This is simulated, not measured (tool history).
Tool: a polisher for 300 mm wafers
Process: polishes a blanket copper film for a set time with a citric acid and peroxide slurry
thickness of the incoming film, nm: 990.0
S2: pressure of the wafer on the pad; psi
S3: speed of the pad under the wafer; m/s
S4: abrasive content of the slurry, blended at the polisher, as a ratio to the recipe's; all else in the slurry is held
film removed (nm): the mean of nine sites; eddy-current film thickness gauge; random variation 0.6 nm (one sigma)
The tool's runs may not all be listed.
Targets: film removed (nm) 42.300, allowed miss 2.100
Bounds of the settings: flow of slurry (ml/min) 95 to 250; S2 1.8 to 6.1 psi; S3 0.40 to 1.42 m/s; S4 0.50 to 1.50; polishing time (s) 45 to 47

Run 1, day 0.000: flow of slurry (ml/min) 160, S2 3.9 psi, S3 0.90 m/s, S4 1.00, polishing time (s) 45. Result: film removed (nm) 120.060.
Run 2, day 0.221: flow of slurry (ml/min) 160, S2 3.9 psi, S3 0.76 m/s, S4 1.00, polishing time (s) 45. Result: film removed (nm) 105.050.
Run 3, day 0.596: flow of slurry (ml/min) 185, S2 3.9 psi, S3 0.76 m/s, S4 1.00, polishing time (s) 45. Result: film removed (nm) 109.270.
Run 4, day 0.754: flow of slurry (ml/min) 185, S2 3.4 psi, S3 0.76 m/s, S4 1.00, polishing time (s) 45. Result: film removed (nm) 95.257.
Run 5, day 1.096: flow of slurry (ml/min) 185, S2 3.4 psi, S3 0.76 m/s, S4 1.00, polishing time (s) 47. Result: film removed (nm) 97.487.
Run 6, day 1.346: flow of slurry (ml/min) 185, S2 3.4 psi, S3 0.76 m/s, S4 0.80, polishing time (s) 47. Result: film removed (nm) 94.545.
Run 7, day 1.467: flow of slurry (ml/min) 185, S2 3.0 psi, S3 0.68 m/s, S4 0.80, polishing time (s) 47. Result: film removed (nm) 73.220.
Run 8, day 1.496: flow of slurry (ml/min) 175, S2 2.7 psi, S3 0.66 m/s, S4 0.80, polishing time (s) 47. Result: film removed (nm) 65.668.
Run 9, day 1.825: flow of slurry (ml/min) 170, S2 2.5 psi, S3 0.64 m/s, S4 0.80, polishing time (s) 47. Result: film removed (nm) 58.592.
Run 10, day 2.092: flow of slurry (ml/min) 165, S2 2.3 psi, S3 0.64 m/s, S4 0.80, polishing time (s) 47. Result: film removed (nm) 56.019.
Run 11, day 2.279: flow of slurry (ml/min) 165, S2 2.2 psi, S3 0.62 m/s, S4 0.80, polishing time (s) 47. Result: film removed (nm) 50.725.
Run 12, day 2.558: flow of slurry (ml/min) 160, S2 2.1 psi, S3 0.62 m/s, S4 0.80, polishing time (s) 47. Result: film removed (nm) 48.081.
Run 13, day 2.854: flow of slurry (ml/min) 155, S2 2.1 psi, S3 0.62 m/s, S4 0.80, polishing time (s) 47. Result: film removed (nm) 47.077.
Run 14, day 3.221: flow of slurry (ml/min) 150, S2 2.1 psi, S3 0.62 m/s, S4 0.80, polishing time (s) 47. Result: film removed (nm) 47.372.
Run 15, day 3.525: flow of slurry (ml/min) 145, S2 2.1 psi, S3 0.62 m/s, S4 0.80, polishing time (s) 47. Result: film removed (nm) 46.984.
Run 16, day 3.867: flow of slurry (ml/min) 140, S2 2.1 psi, S3 0.62 m/s, S4 0.80, polishing time (s) 47. Result: film removed (nm) 47.486.

4 next moves are on the table. One of them brings every result within its allowed miss. Which?
Run A, day 4.208: flow of slurry (ml/min) 185, S2 2.1 psi, S3 0.52 m/s, S4 0.95, polishing time (s) 45. Result: film removed (nm) ?.
Run B, day 4.208: flow of slurry (ml/min) 120, S2 2.3 psi, S3 0.62 m/s, S4 0.80, polishing time (s) 45. Result: film removed (nm) ?.
Run C, day 4.208: flow of slurry (ml/min) 130, S2 2.6 psi, S3 0.68 m/s, S4 0.70, polishing time (s) 47. Result: film removed (nm) ?.
Run D, day 4.208: flow of slurry (ml/min) 170, S2 1.8 psi, S3 0.52 m/s, S4 1.00, polishing time (s) 47. Result: film removed (nm) ?.

move  film removed (nm)
   A             41.602
   B             46.686
   C             58.786
   D             37.672
A: meets every target
B: nearer than the last run, and not there yet
C: further off than the last run
D: takes the result that was furthest off past its target
The right move is A.

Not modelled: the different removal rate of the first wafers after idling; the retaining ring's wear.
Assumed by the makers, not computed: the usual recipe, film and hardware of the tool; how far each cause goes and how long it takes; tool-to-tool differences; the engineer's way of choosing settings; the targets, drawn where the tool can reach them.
